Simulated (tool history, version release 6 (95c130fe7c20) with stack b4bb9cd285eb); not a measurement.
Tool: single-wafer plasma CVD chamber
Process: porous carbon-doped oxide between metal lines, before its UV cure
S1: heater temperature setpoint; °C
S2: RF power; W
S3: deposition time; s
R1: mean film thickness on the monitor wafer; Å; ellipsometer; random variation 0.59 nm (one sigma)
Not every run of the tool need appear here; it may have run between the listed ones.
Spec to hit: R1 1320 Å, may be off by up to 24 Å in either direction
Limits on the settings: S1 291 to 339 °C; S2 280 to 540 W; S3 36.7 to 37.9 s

| run | day | S1 | S2 | S3 | R1 |
|---|---|---|---|---|---|
| 1 | 0 | 315 | 410 | 36.7 | 1490.5 |
| 2 | 0.3 | 319 | 410 | 36.7 | 1451.2 |
| 3 | 0.404 | 312 | 410 | 36.7 | 1500.2 |
| 4 | 0.571 | 315 | 405 | 36.7 | 1468.1 |
| 5 | 0.792 | 315 | 405 | 37.9 | 1514 |
| 6 | 0.992 | 318 | 400 | 37.9 | 1468.8 |
| 7 | 1.129 | 320 | 400 | 37.9 | 1467.5 |
| 8 | 1.446 | 322 | 395 | 37.9 | 1448.2 |
| 9 | 1.479 | 324 | 390 | 37.9 | 1427 |
| 10 | 1.829 | 326 | 385 | 37.9 | 1400.1 |

Next run, 4 choices. One meets every target within its allowed miss, the rest don't. Which?
| A | 2.179 | 316 | 330 | 37.9 | ? |
| B | 2.179 | 321 | 425 | 37.2 | ? |
| C | 2.179 | 326 | 365 | 36.7 | ? |
| D | 2.179 | 329 | 415 | 37.2 | ? |

| move | R1 |
|---|---|
| A | 1375.3 |
| B | 1476.4 |
| C | 1318.9 |
| D | 1396.3 |
A: nearer the targets than the last run, but a result is still out of spec
B: its largest miss is bigger than the last run's
C: hits every target within its allowed miss
D: just as far off the targets as the last run
C meets every target.
